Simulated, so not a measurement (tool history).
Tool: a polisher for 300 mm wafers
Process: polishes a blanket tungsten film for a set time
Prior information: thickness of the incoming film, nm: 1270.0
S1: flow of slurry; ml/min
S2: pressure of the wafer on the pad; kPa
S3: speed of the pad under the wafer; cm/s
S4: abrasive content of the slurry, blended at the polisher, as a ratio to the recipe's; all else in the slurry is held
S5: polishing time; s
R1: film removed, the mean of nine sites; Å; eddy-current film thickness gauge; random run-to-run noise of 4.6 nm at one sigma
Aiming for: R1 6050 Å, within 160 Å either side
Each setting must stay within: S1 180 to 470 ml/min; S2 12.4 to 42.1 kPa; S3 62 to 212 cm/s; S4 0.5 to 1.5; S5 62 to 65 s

Run 1, hour 0: S1 300 ml/min, S2 26.9 kPa, S3 136 cm/s, S4 1, S5 62 s. Result: R1 4449.4 Å.
Run 2, hour 1.5: S1 300 ml/min, S2 29 kPa, S3 136 cm/s, S4 1, S5 62 s. Result: R1 4776.2 Å.
Run 3, hour 4.8: S1 300 ml/min, S2 30.3 kPa, S3 136 cm/s, S4 1, S5 62 s. Result: R1 5059.4 Å.
Run 4, hour 11.5: S1 300 ml/min, S2 30.3 kPa, S3 136 cm/s, S4 1, S5 62 s. Result: R1 4940.3 Å.
Run 5, hour 15.2: S1 300 ml/min, S2 31.7 kPa, S3 136 cm/s, S4 1, S5 62 s. Result: R1 5158 Å.
Run 6, hour 21.7: S1 300 ml/min, S2 33.1 kPa, S3 136 cm/s, S4 1, S5 62 s. Result: R1 5410 Å.
Run 7, hour 23.8: S1 300 ml/min, S2 33.8 kPa, S3 136 cm/s, S4 1, S5 62 s. Result: R1 5476.8 Å.
Run 8, hour 32.7: S1 300 ml/min, S2 34.5 kPa, S3 136 cm/s, S4 1, S5 62 s. Result: R1 5544.4 Å.
Run 9, hour 39.2: S1 300 ml/min, S2 35.2 kPa, S3 136 cm/s, S4 1, S5 62 s. Result: R1 5681.9 Å.

4 next moves are on the table. One of them brings every result within its allowed miss. Which?
Run A, hour 45.7: S1 280 ml/min, S2 35.2 kPa, S3 132 cm/s, S4 1.15, S5 62 s. Result: R1 ?.
Run B, hour 45.7: S1 250 ml/min, S2 42.1 kPa, S3 102 cm/s, S4 1.05, S5 65 s. Result: R1 ?.
Run C, hour 45.7: S1 285 ml/min, S2 35.2 kPa, S3 130 cm/s, S4 0.9, S5 65 s. Result: R1 ?.
Run D, hour 45.7: S1 210 ml/min, S2 39.3 kPa, S3 142 cm/s, S4 0.7, S5 65 s. Result: R1 ?.

move      R1
   A  5655.2
   B  5266.2
   C  5460.6
   D  5954.5
A: lands further from the targets than the last run did
B: lands further from the targets than the last run did
C: lands further from the targets than the last run did
D: every result lands within tolerance
The move that meets every target is D.

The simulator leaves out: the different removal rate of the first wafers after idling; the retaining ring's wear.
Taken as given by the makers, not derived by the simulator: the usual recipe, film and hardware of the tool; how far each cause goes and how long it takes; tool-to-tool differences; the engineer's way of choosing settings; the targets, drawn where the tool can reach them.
